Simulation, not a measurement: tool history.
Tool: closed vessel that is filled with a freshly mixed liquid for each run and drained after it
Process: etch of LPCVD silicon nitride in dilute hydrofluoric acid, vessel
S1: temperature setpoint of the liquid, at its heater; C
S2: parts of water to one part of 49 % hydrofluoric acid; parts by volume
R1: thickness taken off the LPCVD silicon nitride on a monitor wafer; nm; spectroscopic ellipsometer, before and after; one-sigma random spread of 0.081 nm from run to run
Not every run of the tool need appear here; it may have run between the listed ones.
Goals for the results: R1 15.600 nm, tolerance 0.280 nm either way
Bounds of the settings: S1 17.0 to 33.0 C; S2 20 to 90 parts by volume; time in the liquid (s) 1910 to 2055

Run 1, hour 0.0: S1 25.0 C, S2 50 parts by volume, time in the liquid (s) 1910. Result: R1 20.201 nm.
Run 2, hour 5.5: S1 25.0 C, S2 45 parts by volume, time in the liquid (s) 1910. Result: R1 22.382 nm.
Run 3, hour 10.6: S1 24.5 C, S2 45 parts by volume, time in the liquid (s) 1910. Result: R1 21.790 nm.
Run 4, hour 13.8: S1 24.5 C, S2 45 parts by volume, time in the liquid (s) 2055. Result: R1 23.235 nm.
Run 5, hour 19.7: S1 24.5 C, S2 45 parts by volume, time in the liquid (s) 2055. Result: R1 23.226 nm.
Run 6, hour 21.1: S1 24.0 C, S2 45 parts by volume, time in the liquid (s) 2055. Result: R1 22.331 nm.
Run 7, hour 26.5: S1 23.5 C, S2 45 parts by volume, time in the liquid (s) 2055. Result: R1 21.659 nm.
Run 8, hour 32.8: S1 23.0 C, S2 45 parts by volume, time in the liquid (s) 2055. Result: R1 21.111 nm.
Run 9, hour 39.5: S1 22.5 C, S2 45 parts by volume, time in the liquid (s) 2055. Result: R1 20.401 nm.
Run 10, hour 46.0: S1 22.0 C, S2 45 parts by volume, time in the liquid (s) 2055. Result: R1 19.704 nm.
Run 11, hour 53.0: S1 21.5 C, S2 45 parts by volume, time in the liquid (s) 2055. Result: R1 18.988 nm.
Run 12, hour 60.0: S1 21.0 C, S2 45 parts by volume, time in the liquid (s) 2055. Result: R1 18.306 nm.
Run 13, hour 68.5: S1 18.0 C, S2 45 parts by volume, time in the liquid (s) 2055. Result: R1 14.932 nm.
Run 14, hour 70.3: S1 19.0 C, S2 45 parts by volume, time in the liquid (s) 2055. Result: R1 15.830 nm.

Exercise: of the 4 proposed moves below, exactly one satisfies all targets within the stated allowed misses. Which move is it?
Run A, hour 72.1: S1 20.0 C, S2 45 parts by volume, time in the liquid (s) 1950. Result: R1 ?.
Run B, hour 72.1: S1 22.5 C, S2 55 parts by volume, time in the liquid (s) 1930. Result: R1 ?.
Run C, hour 72.1: S1 17.5 C, S2 40 parts by volume, time in the liquid (s) 2050. Result: R1 ?.
Run D, hour 72.1: S1 17.5 C, S2 40 parts by volume, time in the liquid (s) 2055. Result: R1 ?.

move      R1
   A  16.202
   B  15.665
   C  16.012
   D  16.051
A: its largest miss is bigger than the last run's
B: every result within its allowed miss
C: its largest miss is bigger than the last run's
D: its largest miss is bigger than the last run's
Move B is the one to make.
